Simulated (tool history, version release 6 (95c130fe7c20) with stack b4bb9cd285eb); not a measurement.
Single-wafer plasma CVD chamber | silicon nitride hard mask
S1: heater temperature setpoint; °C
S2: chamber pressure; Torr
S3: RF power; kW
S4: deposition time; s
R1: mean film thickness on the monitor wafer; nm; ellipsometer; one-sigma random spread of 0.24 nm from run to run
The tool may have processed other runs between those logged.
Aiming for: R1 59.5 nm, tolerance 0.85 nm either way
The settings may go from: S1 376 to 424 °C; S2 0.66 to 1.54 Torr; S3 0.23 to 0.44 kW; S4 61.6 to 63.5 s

Run 1, hour 0: S1 400 °C, S2 1.1 Torr, S3 0.335 kW, S4 61.6 s. Result: R1 66.834 nm.
Run 2, hour 4.7: S1 400 °C, S2 1.1 Torr, S3 0.365 kW, S4 61.6 s. Result: R1 70.593 nm.
Run 3, hour 11.3: S1 400 °C, S2 1.1 Torr, S3 0.34 kW, S4 61.6 s. Result: R1 67.163 nm.
Run 4, hour 12.1: S1 400 °C, S2 0.99 Torr, S3 0.34 kW, S4 61.6 s. Result: R1 64.982 nm.
Run 5, hour 16.2: S1 400 °C, S2 0.99 Torr, S3 0.34 kW, S4 63.5 s. Result: R1 67.649 nm.
Run 6, hour 21.6: S1 400 °C, S2 0.9 Torr, S3 0.335 kW, S4 63.5 s. Result: R1 63.949 nm.
Run 7, hour 28.1: S1 400 °C, S2 0.85 Torr, S3 0.335 kW, S4 63.5 s. Result: R1 62.596 nm.
Run 8, hour 30.5: S1 400 °C, S2 0.85 Torr, S3 0.335 kW, S4 63.5 s. Result: R1 62.417 nm.
Run 9, hour 31.4: S1 400 °C, S2 0.82 Torr, S3 0.335 kW, S4 63.5 s. Result: R1 61.136 nm.
Run 10, hour 36.9: S1 400 °C, S2 0.82 Torr, S3 0.335 kW, S4 63.5 s. Result: R1 61.387 nm.
Run 11, hour 40.6: S1 400 °C, S2 0.8 Torr, S3 0.335 kW, S4 63.5 s. Result: R1 60.772 nm.
Run 12, hour 47.6: S1 400 °C, S2 0.79 Torr, S3 0.335 kW, S4 63.5 s. Result: R1 61.017 nm.

4 next moves are on the table. One of them brings every result within its allowed miss. Which?
Run A, hour 54.6: S1 395 °C, S2 0.79 Torr, S3 0.325 kW, S4 63.5 s. Result: R1 ?.
Run B, hour 54.6: S1 402 °C, S2 0.73 Torr, S3 0.36 kW, S4 62.7 s. Result: R1 ?.
Run C, hour 54.6: S1 400 °C, S2 0.87 Torr, S3 0.33 kW, S4 62.7 s. Result: R1 ?.
Run D, hour 54.6: S1 406 °C, S2 0.77 Torr, S3 0.355 kW, S4 63.5 s. Result: R1 ?.

move      R1
   A  59.451
   B  61.341
   C   61.54
   D  62.747
A: hits every target within its allowed miss
B: the biggest miss grows against the last run
C: the biggest miss grows against the last run
D: the biggest miss grows against the last run
Answer: A

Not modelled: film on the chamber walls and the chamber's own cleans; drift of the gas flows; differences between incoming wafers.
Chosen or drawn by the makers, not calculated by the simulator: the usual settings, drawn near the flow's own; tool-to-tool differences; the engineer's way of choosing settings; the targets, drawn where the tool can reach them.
